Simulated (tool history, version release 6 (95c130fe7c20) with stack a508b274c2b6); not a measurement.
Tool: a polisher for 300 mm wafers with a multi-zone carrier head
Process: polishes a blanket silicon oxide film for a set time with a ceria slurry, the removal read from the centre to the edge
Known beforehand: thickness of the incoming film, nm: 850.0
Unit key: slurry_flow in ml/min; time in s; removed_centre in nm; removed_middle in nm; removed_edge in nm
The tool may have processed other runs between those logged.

{"run": 1, "hour": 0.0, "slurry_flow": 235, "centre_zone": 1.0, "middle_zone": 1.0, "edge_zone": 1.0, "time": 32, "removed_centre": 120.46, "removed_middle": 120.03, "removed_edge": 122.01}
{"run": 2, "hour": 6.3, "slurry_flow": 215, "centre_zone": 0.98, "middle_zone": 1.0, "edge_zone": 0.96, "time": 28, "removed_centre": 102.22, "removed_middle": 103.79, "removed_edge": 101.93}
{"run": 3, "hour": 13.9, "slurry_flow": 205, "centre_zone": 0.95, "middle_zone": 1.0, "edge_zone": 0.93, "time": 25, "removed_centre": 87.316, "removed_middle": 92.226, "removed_edge": 90.842}
{"run": 4, "hour": 17.4, "slurry_flow": 205, "centre_zone": 0.95, "middle_zone": 1.0, "edge_zone": 0.97, "time": 25, "removed_centre": 87.472, "removed_middle": 92.414, "removed_edge": 92.679}
{"run": 5, "hour": 20.8, "slurry_flow": 150, "centre_zone": 0.95, "middle_zone": 1.0, "edge_zone": 0.97, "time": 25, "removed_centre": 83.111, "removed_middle": 87.023, "removed_edge": 89.436}
{"run": 6, "hour": 27.7, "slurry_flow": 140, "centre_zone": 0.95, "middle_zone": 1.0, "edge_zone": 0.97, "time": 25, "removed_centre": 80.002, "removed_middle": 84.939, "removed_edge": 87.528}
{"run": 7, "hour": 36.2, "slurry_flow": 145, "centre_zone": 0.95, "middle_zone": 1.02, "edge_zone": 0.93, "time": 22, "removed_centre": 71.515, "removed_middle": 77.477, "removed_edge": 74.783}

Run 8 comes next. What will it give?
{"run": 8, "hour": 38.1, "slurry_flow": 190, "centre_zone": 0.9, "middle_zone": 1.03, "edge_zone": 0.83, "time": 16, "removed_centre": "?", "removed_middle": "?", "removed_edge": "?"}

removed_centre: 52.312 nm
removed_middle: 59.573 nm
removed_edge: 54.759 nm
